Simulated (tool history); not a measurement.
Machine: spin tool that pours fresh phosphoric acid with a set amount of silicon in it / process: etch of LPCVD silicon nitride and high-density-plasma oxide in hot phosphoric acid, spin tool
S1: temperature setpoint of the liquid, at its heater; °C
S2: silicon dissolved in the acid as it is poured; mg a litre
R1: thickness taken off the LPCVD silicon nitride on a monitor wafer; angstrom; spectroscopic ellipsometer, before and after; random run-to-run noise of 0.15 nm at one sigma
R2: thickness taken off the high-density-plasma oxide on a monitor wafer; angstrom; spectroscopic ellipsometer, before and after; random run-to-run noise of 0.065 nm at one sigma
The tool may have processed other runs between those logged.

{"run": 1, "day": 0.0, "S1": 163.0, "S2": 20.5, "time under the liquid (s)": 180, "R1": 153.77, "R2": 3.5287}
{"run": 2, "day": 0.033, "S1": 164.5, "S2": 21.0, "time under the liquid (s)": 210, "R1": 187.78, "R2": 4.8174}
{"run": 3, "day": 0.138, "S1": 165.0, "S2": 23.0, "time under the liquid (s)": 235, "R1": 210.95, "R2": 5.0283}
{"run": 4, "day": 0.467, "S1": 163.5, "S2": 23.0, "time under the liquid (s)": 235, "R1": 202.75, "R2": 5.531}
{"run": 5, "day": 0.683, "S1": 165.0, "S2": 24.0, "time under the liquid (s)": 250, "R1": 225.62, "R2": 6.3469}
{"run": 6, "day": 0.733, "S1": 166.0, "S2": 28.5, "time under the liquid (s)": 265, "R1": 247.46, "R2": 5.5189}

The next listed run, before its measurement:
{"run": 7, "day": 1.025, "S1": 166.5, "S2": 27.5, "time under the liquid (s)": 270, "R1": "?", "R2": "?"}

{"run 7": {"R1": 259.11, "R2": 5.5691}}
